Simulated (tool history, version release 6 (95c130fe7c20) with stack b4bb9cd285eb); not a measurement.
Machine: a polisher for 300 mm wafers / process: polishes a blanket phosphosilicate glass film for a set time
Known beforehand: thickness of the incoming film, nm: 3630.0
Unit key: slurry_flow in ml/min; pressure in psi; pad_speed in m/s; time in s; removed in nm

run 1 hour=0 | slurry_flow=260 pressure=3.5 pad_speed=1.2 slurry_solids=1 time=107 | removed=1054.3
run 2 hour=7.5 | slurry_flow=260 pressure=3.9 pad_speed=1.22 slurry_solids=1 time=107 | removed=1118.5
run 3 hour=10 | slurry_flow=295 pressure=3.9 pad_speed=1.22 slurry_solids=1 time=107 | removed=1142.3
run 4 hour=18.6 | slurry_flow=295 pressure=4.4 pad_speed=1.22 slurry_solids=1 time=107 | removed=1231.9
run 5 hour=24.4 | slurry_flow=295 pressure=3.8 pad_speed=1.22 slurry_solids=1 time=107 | removed=1139.2
run 6 hour=32.1 | slurry_flow=295 pressure=4.1 pad_speed=1.28 slurry_solids=1 time=107 | removed=1194.6
run 7 hour=39.7 | slurry_flow=295 pressure=4.3 pad_speed=1.36 slurry_solids=1 time=107 | removed=1337.8
run 8 hour=40.6 | slurry_flow=295 pressure=4.5 pad_speed=1.4 slurry_solids=1 time=107 | removed=1397.5
run 9 hour=47.7 | slurry_flow=295 pressure=4.7 pad_speed=1.42 slurry_solids=1 time=107 | removed=1498.7

The next listed run, before its measurement:
run 10 hour=54 | slurry_flow=295 pressure=4.8 pad_speed=1.44 slurry_solids=1 time=107 | removed=?

{"run 10": {"removed": 1481.3}}
